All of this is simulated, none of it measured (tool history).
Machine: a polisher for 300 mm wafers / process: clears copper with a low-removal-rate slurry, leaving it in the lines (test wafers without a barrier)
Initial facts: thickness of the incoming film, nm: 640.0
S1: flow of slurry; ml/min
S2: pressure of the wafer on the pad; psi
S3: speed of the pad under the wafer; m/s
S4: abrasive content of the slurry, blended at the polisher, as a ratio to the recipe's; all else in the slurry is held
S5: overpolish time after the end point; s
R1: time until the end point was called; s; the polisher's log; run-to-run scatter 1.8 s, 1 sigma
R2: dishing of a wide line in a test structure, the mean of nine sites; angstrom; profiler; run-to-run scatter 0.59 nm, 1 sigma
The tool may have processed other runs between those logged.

run  hour   S1   S2    S3    S4  S5      R1      R2
  1     0  245  3.6  1.42     1  16  122.28  516.06
  2   2.9  245  3.6  1.42   1.1  16  119.15  517.21
  3   5.1  295  3.6  1.42   1.1  16   117.3  526.19
  4   9.6  295  3.6  1.42   1.1  13  118.84  445.15
  5  16.7  295  3.6  1.42     1  13  121.24  441.53
  6  22.2  290  3.4  1.42  0.95  14  126.33  447.65

Run 7, settings as shown, results not yet in. Your forecast:
  7  28.3  285  3.2  1.42  0.95  15   ?   ?

{"run 7": {"R1": 130.78, "R2": 457.25}}
